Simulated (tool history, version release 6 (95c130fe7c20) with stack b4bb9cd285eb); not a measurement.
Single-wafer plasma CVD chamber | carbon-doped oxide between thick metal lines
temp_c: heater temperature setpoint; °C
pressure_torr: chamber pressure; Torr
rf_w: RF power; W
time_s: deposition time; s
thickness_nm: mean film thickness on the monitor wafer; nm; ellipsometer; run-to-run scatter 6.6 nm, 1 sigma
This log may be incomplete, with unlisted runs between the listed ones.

run	hour	temp_c	pressure_torr	rf_w	time_s	thickness_nm
1	0	375	5.45	650	208	1213.4
2	7.8	384	5.45	650	208	1197.2
3	10	384	5.45	615	208	1156.9
4	16.4	384	5.02	615	208	1152.6
5	20.6	383	5.13	640	208	1180.1
6	25.2	389	5.13	640	208	1163.6
7	30.4	387	5.4	655	208	1199.7

What will run 8 give?
8	32.9	387	5.66	665	208	?

{"run 8": {"thickness_nm": 1208}}
